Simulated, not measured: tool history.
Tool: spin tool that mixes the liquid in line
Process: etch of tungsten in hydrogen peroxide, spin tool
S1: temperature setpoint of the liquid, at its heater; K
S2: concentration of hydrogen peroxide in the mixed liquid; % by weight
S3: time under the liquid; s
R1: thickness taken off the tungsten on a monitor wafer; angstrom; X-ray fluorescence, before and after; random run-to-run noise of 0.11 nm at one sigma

run  hour      S1  S2  S3      R1
  1     0  317.15  17  15   110.5
  2   0.7  318.65  17  15  121.83
  3     5  312.65  17  15  83.984
  4   6.5  315.65  17  15  101.36
  5   7.5  315.65  17  15  101.98
  6  16.1  315.65  15  15  95.769
  7    20  318.15  15  15  112.14
  8  26.4  319.65  15  15   123.9

What will run 9 give?
  9  28.2  320.65  15  15   ?

{"run 9": {"R1": 131.5}}
